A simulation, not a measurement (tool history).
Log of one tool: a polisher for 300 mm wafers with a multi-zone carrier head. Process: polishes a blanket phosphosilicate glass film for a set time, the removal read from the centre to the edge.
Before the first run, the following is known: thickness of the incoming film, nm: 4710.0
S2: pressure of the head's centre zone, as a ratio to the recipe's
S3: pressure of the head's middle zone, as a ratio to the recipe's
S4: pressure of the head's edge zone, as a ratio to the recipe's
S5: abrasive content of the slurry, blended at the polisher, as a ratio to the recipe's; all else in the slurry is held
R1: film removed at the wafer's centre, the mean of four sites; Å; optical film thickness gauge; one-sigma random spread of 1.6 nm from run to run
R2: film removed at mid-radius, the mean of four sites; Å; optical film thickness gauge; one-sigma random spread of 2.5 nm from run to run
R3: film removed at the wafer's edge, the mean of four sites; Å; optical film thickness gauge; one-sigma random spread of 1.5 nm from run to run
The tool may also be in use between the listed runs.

Run 1, hour 0: flow of slurry (ml/min) 220, S2 1, S3 1, S4 1, S5 1, polishing time (s) 43. Result: R1 4147.5 Å, R2 4147.5 Å, R3 4148.4 Å.
Run 2, hour 8: flow of slurry (ml/min) 220, S2 1, S3 1, S4 1, S5 1, polishing time (s) 52. Result: R1 5100.3 Å, R2 5241.9 Å, R3 5043 Å.
Run 3, hour 15.6: flow of slurry (ml/min) 215, S2 0.99, S3 0.98, S4 0.98, S5 0.95, polishing time (s) 49. Result: R1 4676.7 Å, R2 4700.5 Å, R3 4620.7 Å.
Run 4, hour 23: flow of slurry (ml/min) 215, S2 1.07, S3 0.98, S4 0.98, S5 0.95, polishing time (s) 49. Result: R1 5011.2 Å, R2 4647.4 Å, R3 4697.2 Å.
Run 5, hour 25.5: flow of slurry (ml/min) 215, S2 1.07, S3 0.98, S4 1.02, S5 0.95, polishing time (s) 49. Result: R1 4933.5 Å, R2 4656 Å, R3 4693.7 Å.
Run 6, hour 31.1: flow of slurry (ml/min) 215, S2 1.07, S3 0.98, S4 1.02, S5 1.05, polishing time (s) 49. Result: R1 5163.5 Å, R2 4949.8 Å, R3 4990.1 Å.
Run 7, hour 39.7: flow of slurry (ml/min) 210, S2 1.04, S3 0.96, S4 1.01, S5 0.95, polishing time (s) 46. Result: R1 4567.4 Å, R2 4320.9 Å, R3 4366.5 Å.
Run 8, hour 44.5: flow of slurry (ml/min) 225, S2 1.02, S3 0.94, S4 1.04, S5 0.9, polishing time (s) 43. Result: R1 4084 Å, R2 3886.5 Å, R3 4156.5 Å.
Run 9, hour 50.5: flow of slurry (ml/min) 225, S2 1, S3 0.93, S4 1.02, S5 0.85, polishing time (s) 40. Result: R1 3691.5 Å, R2 3459.8 Å, R3 3681.2 Å.
Run 10, hour 52.9: flow of slurry (ml/min) 225, S2 0.98, S3 0.91, S4 1.02, S5 0.8, polishing time (s) 38. Result: R1 3284.8 Å, R2 3189.2 Å, R3 3400.7 Å.
Run 11, hour 61.8: flow of slurry (ml/min) 230, S2 0.98, S3 0.9, S4 1.02, S5 0.75, polishing time (s) 36. Result: R1 3055.7 Å, R2 2920.7 Å, R3 3169.3 Å.
Run 12, hour 63.6: flow of slurry (ml/min) 230, S2 0.98, S3 0.89, S4 1.02, S5 0.7, polishing time (s) 35. Result: R1 2857.9 Å, R2 2665.7 Å, R3 2943.8 Å.
Run 13, hour 65.5: flow of slurry (ml/min) 225, S2 0.97, S3 0.88, S4 1.01, S5 0.65, polishing time (s) 34. Result: R1 2653.3 Å, R2 2526.8 Å, R3 2741.7 Å.
Run 14, hour 71.7: flow of slurry (ml/min) 180, S2 1, S3 0.81, S4 1.06, S5 0.5, polishing time (s) 27. Result: R1 1819.2 Å, R2 1534.2 Å, R3 1883.1 Å.
Run 15, hour 80.6: flow of slurry (ml/min) 195, S2 1, S3 0.81, S4 1.06, S5 0.5, polishing time (s) 27. Result: R1 1852.5 Å, R2 1558.8 Å, R3 1891.9 Å.
Run 16, hour 86.4: flow of slurry (ml/min) 210, S2 0.99, S3 0.81, S4 1.06, S5 0.5, polishing time (s) 27. Result: R1 1859.1 Å, R2 1595.5 Å, R3 1910.1 Å.
Run 17, hour 94.9: flow of slurry (ml/min) 220, S2 0.99, S3 0.82, S4 1.07, S5 0.5, polishing time (s) 27. Result: R1 1879.9 Å, R2 1626.1 Å, R3 1961.6 Å.
Run 18, hour 96.1: flow of slurry (ml/min) 220, S2 0.99, S3 0.82, S4 1.07, S5 0.5, polishing time (s) 27. Result: R1 1856.1 Å, R2 1594.7 Å, R3 1938.5 Å.
Run 19, hour 99.4: flow of slurry (ml/min) 230, S2 0.99, S3 0.83, S4 1.07, S5 0.5, polishing time (s) 27. Result: R1 1871.3 Å, R2 1642.9 Å, R3 1920.3 Å.
Run 20, hour 101.1: flow of slurry (ml/min) 225, S2 0.98, S3 0.83, S4 1.05, S5 0.5, polishing time (s) 27. Result: R1 1850 Å, R2 1654.5 Å, R3 1929.7 Å.
Run 21, hour 104.5: flow of slurry (ml/min) 245, S2 1, S3 0.86, S4 1.12, S5 0.75, polishing time (s) 27. Result: R1 2340.2 Å, R2 2108.5 Å, R3 2518.2 Å.
Run 22, hour 112.2: flow of slurry (ml/min) 235, S2 1, S3 0.86, S4 1.11, S5 0.75, polishing time (s) 27. Result: R1 2329.1 Å, R2 2070.5 Å, R3 2478.3 Å.

Run 23 has not been measured yet. What should we expect?
Run 23, hour 119.1: flow of slurry (ml/min) 225, S2 1, S3 0.87, S4 1.11, S5 0.75, polishing time (s) 27. Result: R1 ?, R2 ?, R3 ?.

{"run 23": {"R1": 2326.9, "R2": 2048.5, "R3": 2447.7}}
